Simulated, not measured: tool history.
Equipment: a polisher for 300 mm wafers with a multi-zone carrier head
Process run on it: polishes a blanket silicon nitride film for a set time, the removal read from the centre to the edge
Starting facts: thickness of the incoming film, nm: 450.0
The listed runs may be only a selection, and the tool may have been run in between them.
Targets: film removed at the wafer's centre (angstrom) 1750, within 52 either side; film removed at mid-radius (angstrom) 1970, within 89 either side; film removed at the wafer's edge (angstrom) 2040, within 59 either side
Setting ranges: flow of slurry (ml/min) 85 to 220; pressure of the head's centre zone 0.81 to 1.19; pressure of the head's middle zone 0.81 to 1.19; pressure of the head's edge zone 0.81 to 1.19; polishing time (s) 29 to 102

run,hour,flow of slurry (ml/min),pressure of the head's centre zone,pressure of the head's middle zone,pressure of the head's edge zone,polishing time (s),film removed at the wafer's centre (angstrom),film removed at mid-radius (angstrom),film removed at the wafer's edge (angstrom)
1,0,140,1,1,1,65,1579.5,1619.7,1581.1
2,8.3,145,0.99,1,1.03,66,1565.3,1612.9,1602
3,10.7,145,0.98,1,1.05,69,1632.1,1694.8,1718.8
4,19.1,145,0.98,1,0.97,69,1637.7,1705.2,1670.5
5,20.5,145,0.91,1,0.97,69,1523.6,1662.2,1661.4
6,22.3,150,0.91,1.01,1,70,1581.5,1702.4,1708.5
7,27.8,185,0.82,1.04,1.1,78,1605.7,2100.5,2016.9
8,35.1,185,0.83,1.02,1.1,78,1651.6,2068.2,2012.1

Which one of the following 5 next-run settings gets every result inside its allowed miss? There is exactly one.
A,42.4,160,0.83,0.91,1.14,84,?,?,?
B,42.4,165,0.86,1.03,1.19,76,?,?,?
C,42.4,170,0.81,0.99,1.12,79,?,?,?
D,42.4,160,0.87,0.96,1.07,81,?,?,?
E,42.4,160,0.89,0.89,1.13,79,?,?,?

move,film removed at the wafer's centre (angstrom),film removed at mid-radius (angstrom),film removed at the wafer's edge (angstrom)
A,1722.5,1934.1,2186.8
B,1627.2,1952.6,2020.2
C,1601.5,1974.2,2056
D,1742.3,1950,2052.9
E,1737.9,1785.2,2049.6
A: brings the last run's worst result on target, with another outside its allowed miss
B: the biggest miss grows against the last run
C: the biggest miss grows against the last run
D: meets every target
E: brings the last run's worst result on target, with another outside its allowed miss
Answer: D
